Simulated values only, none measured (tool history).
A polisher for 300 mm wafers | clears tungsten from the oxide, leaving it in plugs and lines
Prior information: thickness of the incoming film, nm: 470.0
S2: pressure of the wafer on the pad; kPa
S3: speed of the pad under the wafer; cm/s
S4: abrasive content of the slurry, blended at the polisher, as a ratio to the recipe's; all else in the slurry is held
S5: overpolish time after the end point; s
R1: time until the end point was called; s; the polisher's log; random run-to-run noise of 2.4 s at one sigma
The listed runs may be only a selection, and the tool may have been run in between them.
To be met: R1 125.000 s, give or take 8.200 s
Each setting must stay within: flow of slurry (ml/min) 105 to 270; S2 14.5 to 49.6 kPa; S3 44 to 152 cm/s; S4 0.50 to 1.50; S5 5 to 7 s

Run 1, hour 0.0: flow of slurry (ml/min) 175, S2 31.7 kPa, S3 98 cm/s, S4 1.00, S5 7 s. Result: R1 84.558 s.
Run 2, hour 4.2: flow of slurry (ml/min) 175, S2 37.9 kPa, S3 98 cm/s, S4 1.00, S5 7 s. Result: R1 74.810 s.
Run 3, hour 4.9: flow of slurry (ml/min) 175, S2 37.9 kPa, S3 76 cm/s, S4 1.00, S5 7 s. Result: R1 90.699 s.
Run 4, hour 11.0: flow of slurry (ml/min) 175, S2 37.9 kPa, S3 76 cm/s, S4 1.00, S5 5 s. Result: R1 86.272 s.
Run 5, hour 15.9: flow of slurry (ml/min) 175, S2 37.9 kPa, S3 76 cm/s, S4 1.00, S5 5 s. Result: R1 90.160 s.
Run 6, hour 20.2: flow of slurry (ml/min) 175, S2 37.9 kPa, S3 76 cm/s, S4 1.10, S5 5 s. Result: R1 90.178 s.
Run 7, hour 24.1: flow of slurry (ml/min) 175, S2 35.9 kPa, S3 74 cm/s, S4 1.10, S5 5 s. Result: R1 93.028 s.
At hour 31.4: slurry blender recalibrated.
Run 8, hour 31.4: flow of slurry (ml/min) 175, S2 33.8 kPa, S3 72 cm/s, S4 1.10, S5 5 s. Result: R1 96.570 s.
Run 9, hour 36.1: flow of slurry (ml/min) 175, S2 31.7 kPa, S3 70 cm/s, S4 1.10, S5 5 s. Result: R1 105.130 s.
Run 10, hour 41.5: flow of slurry (ml/min) 175, S2 31.7 kPa, S3 70 cm/s, S4 1.10, S5 5 s. Result: R1 102.130 s.
Run 11, hour 47.4: flow of slurry (ml/min) 175, S2 30.3 kPa, S3 68 cm/s, S4 1.10, S5 5 s. Result: R1 108.130 s.
Run 12, hour 53.1: flow of slurry (ml/min) 175, S2 30.3 kPa, S3 68 cm/s, S4 1.10, S5 5 s. Result: R1 111.490 s.

5 next moves are on the table. One of them brings every result within its allowed miss. Which?
Run A, hour 58.8: flow of slurry (ml/min) 150, S2 33.1 kPa, S3 78 cm/s, S4 1.20, S5 6 s. Result: R1 ?.
Run B, hour 58.8: flow of slurry (ml/min) 125, S2 30.3 kPa, S3 52 cm/s, S4 1.10, S5 7 s. Result: R1 ?.
Run C, hour 58.8: flow of slurry (ml/min) 170, S2 33.1 kPa, S3 52 cm/s, S4 0.90, S5 6 s. Result: R1 ?.
Run D, hour 58.8: flow of slurry (ml/min) 190, S2 29.0 kPa, S3 76 cm/s, S4 1.15, S5 5 s. Result: R1 ?.
Run E, hour 58.8: flow of slurry (ml/min) 175, S2 33.1 kPa, S3 78 cm/s, S4 0.90, S5 5 s. Result: R1 ?.

move       R1
   A   93.360
   B  138.050
   C  126.380
   D  102.230
   E   96.082
A: lands further from the targets than the last run did
B: moves the result that the last run missed by most past its target, out the other side
C: all results land within tolerance of their targets
D: lands further from the targets than the last run did
E: lands further from the targets than the last run did
C is the move that brings every result within its allowed miss.

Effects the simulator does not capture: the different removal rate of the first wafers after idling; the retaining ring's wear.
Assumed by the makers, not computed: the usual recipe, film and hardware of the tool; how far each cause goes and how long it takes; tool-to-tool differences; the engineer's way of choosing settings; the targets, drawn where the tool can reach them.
